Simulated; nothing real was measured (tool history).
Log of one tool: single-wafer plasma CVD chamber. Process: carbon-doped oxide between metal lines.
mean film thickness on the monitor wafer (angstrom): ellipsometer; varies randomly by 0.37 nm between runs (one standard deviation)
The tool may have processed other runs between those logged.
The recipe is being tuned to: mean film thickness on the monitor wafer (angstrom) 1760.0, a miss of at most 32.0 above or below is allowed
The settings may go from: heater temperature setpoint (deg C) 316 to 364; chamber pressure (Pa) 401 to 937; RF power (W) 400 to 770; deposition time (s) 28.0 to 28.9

| run | hour | heater temperature setpoint (deg C) | chamber pressure (Pa) | RF power (W) | deposition time (s) | mean film thickness on the monitor wafer (angstrom) |
|---|---|---|---|---|---|---|
| 1 | 0.0 | 340 | 669 | 585 | 28.0 | 1607.8 |
| 2 | 8.3 | 338 | 692 | 590 | 28.0 | 1630.5 |
| 3 | 10.4 | 346 | 692 | 590 | 28.0 | 1592.5 |
| 4 | 13.1 | 343 | 717 | 595 | 28.0 | 1616.4 |
| 5 | 19.0 | 340 | 732 | 600 | 28.0 | 1648.6 |
| 6 | 24.5 | 338 | 747 | 605 | 28.0 | 1674.7 |
| 7 | 26.6 | 338 | 747 | 605 | 28.0 | 1674.9 |
| 8 | 27.9 | 336 | 757 | 605 | 28.0 | 1692.5 |
| 9 | 33.2 | 336 | 757 | 605 | 28.0 | 1688.4 |
| 10 | 38.4 | 335 | 767 | 605 | 28.0 | 1698.1 |
| 11 | 42.0 | 334 | 775 | 605 | 28.0 | 1702.9 |
| 12 | 47.1 | 333 | 783 | 605 | 28.0 | 1714.9 |
| 13 | 50.2 | 332 | 788 | 605 | 28.0 | 1719.0 |
| 14 | 55.7 | 331 | 793 | 605 | 28.0 | 1724.2 |

Exactly one of the 4 candidate moves below puts every result within its allowed miss. Which one?
| A | 61.2 | 339 | 653 | 580 | 28.9 | ? |
| B | 61.2 | 351 | 852 | 565 | 28.9 | ? |
| C | 61.2 | 330 | 741 | 610 | 28.5 | ? |
| D | 61.2 | 331 | 712 | 600 | 28.0 | ? |

| move | mean film thickness on the monitor wafer (angstrom) |
|---|---|
| A | 1655.5 |
| B | 1602.6 |
| C | 1765.6 |
| D | 1703.5 |
A: its largest miss is bigger than the last run's
B: its largest miss is bigger than the last run's
C: all results in spec
D: its largest miss is bigger than the last run's
Move C is the one to make.
